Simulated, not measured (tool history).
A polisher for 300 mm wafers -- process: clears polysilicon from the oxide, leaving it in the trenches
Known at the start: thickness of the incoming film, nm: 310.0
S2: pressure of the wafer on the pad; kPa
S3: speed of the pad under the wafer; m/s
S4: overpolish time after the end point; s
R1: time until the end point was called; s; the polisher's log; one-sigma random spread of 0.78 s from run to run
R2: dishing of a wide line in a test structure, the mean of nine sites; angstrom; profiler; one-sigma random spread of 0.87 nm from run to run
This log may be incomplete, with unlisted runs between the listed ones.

Run 1, hour 0.0: flow of slurry (ml/min) 225, S2 17.9 kPa, S3 0.92 m/s, S4 28 s. Result: R1 26.144 s, R2 597.40 angstrom.
Run 2, hour 1.5: flow of slurry (ml/min) 225, S2 16.5 kPa, S3 0.92 m/s, S4 25 s. Result: R1 28.520 s, R2 607.13 angstrom.
Run 3, hour 10.3: flow of slurry (ml/min) 225, S2 16.5 kPa, S3 0.82 m/s, S4 25 s. Result: R1 32.871 s, R2 596.39 angstrom.
Run 4, hour 12.9: flow of slurry (ml/min) 230, S2 16.5 kPa, S3 0.78 m/s, S4 26 s. Result: R1 32.014 s, R2 622.74 angstrom.
Run 5, hour 18.3: flow of slurry (ml/min) 215, S2 15.2 kPa, S3 0.84 m/s, S4 23 s. Result: R1 33.001 s, R2 602.59 angstrom.
Run 6, hour 26.8: flow of slurry (ml/min) 215, S2 19.3 kPa, S3 0.84 m/s, S4 23 s. Result: R1 27.031 s, R2 600.12 angstrom.
Run 7, hour 31.1: flow of slurry (ml/min) 205, S2 17.9 kPa, S3 0.86 m/s, S4 21 s. Result: R1 28.554 s, R2 614.65 angstrom.

For run 8, what comes out?
Run 8, hour 32.2: flow of slurry (ml/min) 225, S2 16.5 kPa, S3 0.86 m/s, S4 26 s. Result: R1 ?, R2 ?.

For run 8 the tool returned R1 30.723 s, R2 622.93 angstrom.

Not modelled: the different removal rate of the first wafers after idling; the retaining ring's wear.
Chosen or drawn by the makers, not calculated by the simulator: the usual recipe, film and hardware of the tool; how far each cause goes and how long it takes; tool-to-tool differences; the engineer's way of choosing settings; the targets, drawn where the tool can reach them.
